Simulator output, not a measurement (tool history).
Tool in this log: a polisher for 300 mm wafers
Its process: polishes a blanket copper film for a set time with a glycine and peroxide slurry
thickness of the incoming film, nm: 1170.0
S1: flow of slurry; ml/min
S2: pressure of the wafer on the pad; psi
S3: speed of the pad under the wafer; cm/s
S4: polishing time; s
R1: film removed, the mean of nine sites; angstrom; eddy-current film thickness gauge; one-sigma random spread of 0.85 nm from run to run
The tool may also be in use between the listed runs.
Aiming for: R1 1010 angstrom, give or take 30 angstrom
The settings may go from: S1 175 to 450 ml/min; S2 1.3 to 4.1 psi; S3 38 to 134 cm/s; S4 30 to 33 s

{"run": 1, "hour": 0.0, "S1": 290, "S2": 2.7, "S3": 86, "S4": 33, "R1": 1415.1}
{"run": 2, "hour": 4.1, "S1": 230, "S2": 2.7, "S3": 86, "S4": 33, "R1": 1393.8}
{"run": 3, "hour": 6.3, "S1": 230, "S2": 2.7, "S3": 96, "S4": 33, "R1": 1533}
{"run": 4, "hour": 8.5, "S1": 230, "S2": 2.7, "S3": 96, "S4": 30, "R1": 1364.2}
{"run": 5, "hour": 14.0, "S1": 230, "S2": 2.5, "S3": 96, "S4": 30, "R1": 1301.3}
{"run": 6, "hour": 15.0, "S1": 280, "S2": 2.5, "S3": 96, "S4": 30, "R1": 1327.3}
{"run": 7, "hour": 23.6, "S1": 280, "S2": 2.3, "S3": 96, "S4": 30, "R1": 1247.8}
{"hour": 24.8, "done": "slurry nozzle cleaned"}
{"run": 8, "hour": 24.8, "S1": 280, "S2": 2.2, "S3": 96, "S4": 30, "R1": 1224.2}
{"run": 9, "hour": 31.5, "S1": 280, "S2": 2.1, "S3": 96, "S4": 30, "R1": 1188.8}

Which single option among these 5 for the next run brings every result within its allowed miss of target? Just one does.
{"run": "A", "hour": 38.2, "S1": 445, "S2": 1.9, "S3": 94, "S4": 30, "R1": "?"}
{"run": "B", "hour": 38.2, "S1": 295, "S2": 1.6, "S3": 98, "S4": 31, "R1": "?"}
{"run": "C", "hour": 38.2, "S1": 255, "S2": 1.6, "S3": 108, "S4": 31, "R1": "?"}
{"run": "D", "hour": 38.2, "S1": 290, "S2": 1.9, "S3": 90, "S4": 31, "R1": "?"}
{"run": "E", "hour": 38.2, "S1": 200, "S2": 2.2, "S3": 114, "S4": 33, "R1": "?"}

move=A R1=1114
move=B R1=1016.4
move=C R1=1077.2
move=D R1=1079.9
move=E R1=1488.1
A: nearer than the last run, and not there yet
B: in spec on every target
C: nearer than the last run, and not there yet
D: nearer than the last run, and not there yet
E: the biggest miss grows against the last run
Answer: B
